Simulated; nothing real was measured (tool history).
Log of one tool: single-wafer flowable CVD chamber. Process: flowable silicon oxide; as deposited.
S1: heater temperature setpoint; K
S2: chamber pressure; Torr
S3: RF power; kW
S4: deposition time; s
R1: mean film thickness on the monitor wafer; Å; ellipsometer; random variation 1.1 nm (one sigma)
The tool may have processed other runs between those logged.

{"run": 1, "hour": 0.0, "S1": 368.15, "S2": 0.691, "S3": 2.155, "S4": 555, "R1": 3229.3}
{"run": 2, "hour": 6.4, "S1": 374.15, "S2": 0.691, "S3": 2.155, "S4": 555, "R1": 2564.5}
{"run": 3, "hour": 8.9, "S1": 375.15, "S2": 0.691, "S3": 2.155, "S4": 555, "R1": 2478.2}
{"run": 4, "hour": 16.7, "S1": 376.15, "S2": 0.691, "S3": 2.155, "S4": 555, "R1": 2383.1}
{"run": 5, "hour": 18.4, "S1": 383.15, "S2": 0.691, "S3": 2.155, "S4": 555, "R1": 1856.4}
{"run": 6, "hour": 23.0, "S1": 383.15, "S2": 0.571, "S3": 2.155, "S4": 555, "R1": 1556.8}

Run 7 comes next. What will it give?
{"run": 7, "hour": 27.5, "S1": 371.15, "S2": 0.575, "S3": 2.155, "S4": 555, "R1": "?"}

R1: 2436.7 Å
